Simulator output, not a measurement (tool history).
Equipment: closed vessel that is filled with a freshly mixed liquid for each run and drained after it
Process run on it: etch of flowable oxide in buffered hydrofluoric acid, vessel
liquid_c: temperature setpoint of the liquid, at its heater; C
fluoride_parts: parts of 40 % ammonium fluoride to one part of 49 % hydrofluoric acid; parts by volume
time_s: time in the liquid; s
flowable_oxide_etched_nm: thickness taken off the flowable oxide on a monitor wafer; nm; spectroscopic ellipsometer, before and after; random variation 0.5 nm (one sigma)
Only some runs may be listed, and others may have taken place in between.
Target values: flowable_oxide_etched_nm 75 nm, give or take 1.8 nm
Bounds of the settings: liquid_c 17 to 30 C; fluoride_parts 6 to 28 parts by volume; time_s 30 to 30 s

Run 1, hour 0: liquid_c 22 C, fluoride_parts 17 parts by volume, time_s 30 s. Result: flowable_oxide_etched_nm 35.424 nm.
Run 2, hour 4.9: liquid_c 24.5 C, fluoride_parts 15.5 parts by volume, time_s 30 s. Result: flowable_oxide_etched_nm 44.781 nm.
Run 3, hour 7.2: liquid_c 24.5 C, fluoride_parts 19.5 parts by volume, time_s 30 s. Result: flowable_oxide_etched_nm 36.965 nm.
Run 4, hour 15.3: liquid_c 22.5 C, fluoride_parts 19.5 parts by volume, time_s 30 s. Result: flowable_oxide_etched_nm 33.045 nm.
At hour 22: hydrofluoric acid flow meter replaced.
Run 5, hour 22: liquid_c 22.5 C, fluoride_parts 15.5 parts by volume, time_s 30 s. Result: flowable_oxide_etched_nm 46.131 nm.
Run 6, hour 22.9: liquid_c 19 C, fluoride_parts 15.5 parts by volume, time_s 30 s. Result: flowable_oxide_etched_nm 37.707 nm.
Run 7, hour 24.7: liquid_c 23 C, fluoride_parts 14 parts by volume, time_s 30 s. Result: flowable_oxide_etched_nm 51.594 nm.
Run 8, hour 27.1: liquid_c 27 C, fluoride_parts 13.5 parts by volume, time_s 30 s. Result: flowable_oxide_etched_nm 66.689 nm.
Run 9, hour 32.7: liquid_c 27.5 C, fluoride_parts 13.5 parts by volume, time_s 30 s. Result: flowable_oxide_etched_nm 68.42 nm.
Run 10, hour 40.6: liquid_c 28 C, fluoride_parts 13.5 parts by volume, time_s 30 s. Result: flowable_oxide_etched_nm 71.04 nm.
Run 11, hour 41.9: liquid_c 28.5 C, fluoride_parts 13.5 parts by volume, time_s 30 s. Result: flowable_oxide_etched_nm 71.944 nm.

5 next moves are on the table. One of them brings every result within its allowed miss. Which?
Run A, hour 43.2: liquid_c 26 C, fluoride_parts 12.5 parts by volume, time_s 30 s. Result: flowable_oxide_etched_nm ?.
Run B, hour 43.2: liquid_c 26.5 C, fluoride_parts 11 parts by volume, time_s 30 s. Result: flowable_oxide_etched_nm ?.
Run C, hour 43.2: liquid_c 25 C, fluoride_parts 10 parts by volume, time_s 30 s. Result: flowable_oxide_etched_nm ?.
Run D, hour 43.2: liquid_c 30 C, fluoride_parts 13.5 parts by volume, time_s 30 s. Result: flowable_oxide_etched_nm ?.
Run E, hour 43.2: liquid_c 30 C, fluoride_parts 14 parts by volume, time_s 30 s. Result: flowable_oxide_etched_nm ?.

move  flowable_oxide_etched_nm
   A                    67.921
   B                    79.045
   C                     79.99
   D                    77.933
   E                    75.208
A: misses by more than the last run did
B: carries the result that was furthest off beyond its target, to the other side
C: carries the result that was furthest off beyond its target, to the other side
D: carries the result that was furthest off beyond its target, to the other side
E: meets every target
Correct choice: E, which meets every target

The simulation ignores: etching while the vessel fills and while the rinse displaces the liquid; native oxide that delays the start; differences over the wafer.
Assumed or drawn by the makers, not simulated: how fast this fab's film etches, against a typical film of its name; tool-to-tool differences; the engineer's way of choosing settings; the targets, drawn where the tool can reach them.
